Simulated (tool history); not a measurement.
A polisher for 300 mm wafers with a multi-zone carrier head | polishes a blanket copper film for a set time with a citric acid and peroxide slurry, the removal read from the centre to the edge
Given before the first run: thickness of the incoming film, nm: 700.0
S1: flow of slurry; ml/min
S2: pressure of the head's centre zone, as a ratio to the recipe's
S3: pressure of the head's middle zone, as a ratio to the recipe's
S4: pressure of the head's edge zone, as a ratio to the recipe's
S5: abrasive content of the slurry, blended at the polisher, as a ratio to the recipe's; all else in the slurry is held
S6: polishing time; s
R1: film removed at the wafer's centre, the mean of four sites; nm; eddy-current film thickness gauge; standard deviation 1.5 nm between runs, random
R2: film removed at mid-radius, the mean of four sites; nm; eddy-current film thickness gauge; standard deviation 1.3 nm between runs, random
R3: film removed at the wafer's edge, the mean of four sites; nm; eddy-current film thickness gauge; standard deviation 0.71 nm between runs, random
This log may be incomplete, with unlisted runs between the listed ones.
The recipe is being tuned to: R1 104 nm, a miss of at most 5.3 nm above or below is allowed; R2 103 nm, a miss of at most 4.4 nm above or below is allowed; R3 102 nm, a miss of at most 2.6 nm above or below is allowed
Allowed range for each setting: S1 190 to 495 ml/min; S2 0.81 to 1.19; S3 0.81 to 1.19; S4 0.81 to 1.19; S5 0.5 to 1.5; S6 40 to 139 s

run 1 hour=0 | S1=320 S2=1 S3=1 S4=1 S5=1 S6=89 | R1=163.37 R2=159.94 R3=158.1
run 2 hour=2.6 | S1=275 S2=1 S3=1 S4=1 S5=1 S6=89 | R1=161.97 R2=160.67 R3=157.71
run 3 hour=4.4 | S1=275 S2=1 S3=1 S4=1.09 S5=1 S6=89 | R1=163.3 R2=158.9 R3=161.99
run 4 hour=6.5 | S1=275 S2=1 S3=1 S4=1.09 S5=0.95 S6=89 | R1=162.19 R2=162.09 R3=160.26
run 5 hour=10 | S1=275 S2=1 S3=1 S4=1.13 S5=0.95 S6=89 | R1=158.92 R2=162.12 R3=166.65
run 6 hour=14.3 | S1=275 S2=1 S3=1.03 S4=1.13 S5=0.95 S6=89 | R1=161.93 R2=162.65 R3=166.2
run 7 hour=22.8 | S1=280 S2=1.01 S3=1 S4=1.11 S5=0.85 S6=82 | R1=148.12 R2=146.7 R3=146.48
run 8 hour=29.3 | S1=285 S2=1 S3=0.97 S4=1.1 S5=0.75 S6=77 | R1=128.69 R2=129.7 R3=134.94
run 9 hour=35.2 | S1=280 S2=1 S3=0.96 S4=1.05 S5=0.7 S6=75 | R1=125.08 R2=124.08 R3=125.03
run 10 hour=38.2 | S1=275 S2=0.99 S3=0.94 S4=1.01 S5=0.65 S6=74 | R1=122.61 R2=117.52 R3=119.77
run 11 hour=45.8 | S1=270 S2=0.89 S3=0.93 S4=0.91 S5=0.5 S6=67 | R1=92.769 R2=99.992 R3=98.552
run 12 hour=51.4 | S1=275 S2=0.91 S3=0.93 S4=0.92 S5=0.5 S6=67 | R1=97.891 R2=98.904 R3=98.134
run 13 hour=53.3 | S1=280 S2=0.92 S3=0.93 S4=0.93 S5=0.5 S6=67 | R1=97.402 R2=99.993 R3=98.941

4 candidate next runs follow, results not yet known. Just one meets every target within its allowed miss. Identify it.
run A hour=55.2 | S1=300 S2=0.95 S3=0.97 S4=0.88 S5=0.5 S6=66 | R1=? R2=? R3=?
run B hour=55.2 | S1=405 S2=0.92 S3=0.93 S4=0.91 S5=0.55 S6=63 | R1=? R2=? R3=?
run C hour=55.2 | S1=295 S2=0.84 S3=0.97 S4=1.03 S5=0.6 S6=63 | R1=? R2=? R3=?
run D hour=55.2 | S1=420 S2=0.94 S3=0.92 S4=0.94 S5=0.5 S6=68 | R1=? R2=? R3=?

move=A R1=98.367 R2=100.3 R3=94.535
move=B R1=94.793 R2=95.899 R3=94.728
move=C R1=87.149 R2=99.22 R3=100.72
move=D R1=102.57 R2=100.85 R3=102.02
A: the biggest miss grows against the last run
B: the biggest miss grows against the last run
C: the biggest miss grows against the last run
D: in spec on every target
D is the move that brings every result within its allowed miss.
